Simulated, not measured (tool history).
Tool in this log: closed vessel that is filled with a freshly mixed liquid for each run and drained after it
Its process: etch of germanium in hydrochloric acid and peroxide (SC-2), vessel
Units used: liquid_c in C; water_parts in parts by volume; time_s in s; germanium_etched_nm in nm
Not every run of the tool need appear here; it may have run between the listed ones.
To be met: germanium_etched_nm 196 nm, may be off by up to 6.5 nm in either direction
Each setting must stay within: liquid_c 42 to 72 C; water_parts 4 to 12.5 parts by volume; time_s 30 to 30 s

{"run": 1, "hour": 0.0, "liquid_c": 58, "water_parts": 7, "time_s": 30, "germanium_etched_nm": 168.07}
{"run": 2, "hour": 8.5, "liquid_c": 59.5, "water_parts": 7, "time_s": 30, "germanium_etched_nm": 174.11}
{"run": 3, "hour": 16.3, "liquid_c": 59.5, "water_parts": 7, "time_s": 30, "germanium_etched_nm": 173.91}
{"run": 4, "hour": 23.0, "liquid_c": 53, "water_parts": 7, "time_s": 30, "germanium_etched_nm": 143.89}
{"run": 5, "hour": 31.6, "liquid_c": 55.5, "water_parts": 7, "time_s": 30, "germanium_etched_nm": 156.48}
{"run": 6, "hour": 33.7, "liquid_c": 55.5, "water_parts": 7, "time_s": 30, "germanium_etched_nm": 155.93}
{"run": 7, "hour": 37.1, "liquid_c": 57.5, "water_parts": 7, "time_s": 30, "germanium_etched_nm": 162.93}
{"run": 8, "hour": 46.0, "liquid_c": 57.5, "water_parts": 7, "time_s": 30, "germanium_etched_nm": 166.64}
{"run": 9, "hour": 50.6, "liquid_c": 59, "water_parts": 7, "time_s": 30, "germanium_etched_nm": 173.83}
{"run": 10, "hour": 59.0, "liquid_c": 60, "water_parts": 7, "time_s": 30, "germanium_etched_nm": 180.85}
{"run": 11, "hour": 62.9, "liquid_c": 60.5, "water_parts": 7, "time_s": 30, "germanium_etched_nm": 181.99}
{"run": 12, "hour": 68.0, "liquid_c": 61, "water_parts": 7, "time_s": 30, "germanium_etched_nm": 185.23}
{"run": 13, "hour": 71.3, "liquid_c": 61.5, "water_parts": 7, "time_s": 30, "germanium_etched_nm": 186.79}

Below are 4 possible settings for the next run. Only one of them brings all results inside the allowed miss of their targets. Which is it?
{"run": "A", "hour": 74.6, "liquid_c": 65, "water_parts": 5, "time_s": 30, "germanium_etched_nm": "?"}
{"run": "B", "hour": 74.6, "liquid_c": 64, "water_parts": 9.5, "time_s": 30, "germanium_etched_nm": "?"}
{"run": "C", "hour": 74.6, "liquid_c": 66, "water_parts": 8, "time_s": 30, "germanium_etched_nm": "?"}
{"run": "D", "hour": 74.6, "liquid_c": 59.5, "water_parts": 9, "time_s": 30, "germanium_etched_nm": "?"}

move=A germanium_etched_nm=212.01
move=B germanium_etched_nm=197
move=C germanium_etched_nm=212.12
move=D germanium_etched_nm=173.72
A: takes the biggest miss from the last run beyond its target
B: every result within its allowed miss
C: takes the biggest miss from the last run beyond its target
D: moves away from the targets compared with the last run
So the answer is move B, the one that meets all the targets.
